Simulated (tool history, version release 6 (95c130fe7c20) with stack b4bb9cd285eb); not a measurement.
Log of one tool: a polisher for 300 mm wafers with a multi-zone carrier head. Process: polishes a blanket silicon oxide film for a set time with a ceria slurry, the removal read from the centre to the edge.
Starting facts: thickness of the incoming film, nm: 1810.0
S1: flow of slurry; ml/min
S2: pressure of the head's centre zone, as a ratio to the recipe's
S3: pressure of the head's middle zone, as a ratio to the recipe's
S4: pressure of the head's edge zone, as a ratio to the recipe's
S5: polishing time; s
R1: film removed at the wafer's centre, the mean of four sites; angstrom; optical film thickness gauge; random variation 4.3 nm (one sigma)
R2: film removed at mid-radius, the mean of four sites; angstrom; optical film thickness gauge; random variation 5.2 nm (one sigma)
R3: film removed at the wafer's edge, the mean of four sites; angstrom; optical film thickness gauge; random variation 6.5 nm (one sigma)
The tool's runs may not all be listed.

Run 1, hour 0: S1 215 ml/min, S2 1, S3 1, S4 1, S5 86 s. Result: R1 3862.9 angstrom, R2 3852 angstrom, R3 3930.5 angstrom.
Run 2, hour 2.1: S1 215 ml/min, S2 1, S3 1, S4 1.05, S5 86 s. Result: R1 3853 angstrom, R2 3912.6 angstrom, R3 4044.9 angstrom.
Run 3, hour 8.6: S1 185 ml/min, S2 1, S3 1, S4 1.05, S5 86 s. Result: R1 3763.7 angstrom, R2 3814.5 angstrom, R3 4036.7 angstrom.
Run 4, hour 11.3: S1 185 ml/min, S2 1, S3 0.95, S4 1.05, S5 86 s. Result: R1 3805.2 angstrom, R2 3617.9 angstrom, R3 4031 angstrom.
Run 5, hour 17.1: S1 185 ml/min, S2 1.05, S3 0.95, S4 1.05, S5 86 s. Result: R1 3988.8 angstrom, R2 3585.8 angstrom, R3 4021.5 angstrom.
Run 6, hour 18.4: S1 195 ml/min, S2 1.07, S3 0.97, S4 1.06, S5 89 s. Result: R1 4267.3 angstrom, R2 3831 angstrom, R3 4175.4 angstrom.
Run 7, hour 22: S1 200 ml/min, S2 1.08, S3 0.99, S4 1.07, S5 92 s. Result: R1 4452 angstrom, R2 4047.8 angstrom, R3 4259.8 angstrom.
Run 8, hour 30.1: S1 200 ml/min, S2 1.09, S3 1, S4 1.08, S5 95 s. Result: R1 4569.9 angstrom, R2 4276.3 angstrom, R3 4456.1 angstrom.

The next listed run, before its measurement:
Run 9, hour 34.8: S1 210 ml/min, S2 1.1, S3 1.01, S4 1.09, S5 98 s. Result: R1 ?, R2 ?, R3 ?.

Run 9 measured R1 4845.3 angstrom, R2 4405.6 angstrom, R3 4577.9 angstrom.
